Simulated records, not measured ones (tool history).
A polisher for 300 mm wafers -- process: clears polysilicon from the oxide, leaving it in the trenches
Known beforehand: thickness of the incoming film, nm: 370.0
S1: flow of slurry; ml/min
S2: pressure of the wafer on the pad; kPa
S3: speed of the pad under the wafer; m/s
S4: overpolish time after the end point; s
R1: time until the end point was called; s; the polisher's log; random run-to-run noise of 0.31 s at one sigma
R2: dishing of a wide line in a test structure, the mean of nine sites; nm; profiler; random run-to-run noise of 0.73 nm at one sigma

run 1 day=0.000 | S1=315 S2=17.2 S3=0.96 S4=8 | R1=31.640 R2=31.722
run 2 day=0.079 | S1=315 S2=17.2 S3=0.96 S4=5 | R1=31.879 R2=25.416
run 3 day=0.438 | S1=315 S2=17.2 S3=0.96 S4=2 | R1=31.711 R2=15.185
run 4 day=0.804 | S1=315 S2=13.8 S3=0.96 S4=2 | R1=39.383 R2=12.835
run 5 day=1.175 | S1=315 S2=13.8 S3=0.96 S4=2 | R1=39.302 R2=13.107
run 6 day=1.458 | S1=315 S2=13.8 S3=0.96 S4=3 | R1=39.360 R2=17.042

The next listed run, before its measurement:
run 7 day=1.508 | S1=315 S2=13.8 S3=0.96 S4=4 | R1=? R2=?

Run 7 yielded R1 39.327 s, R2 20.418 nm.
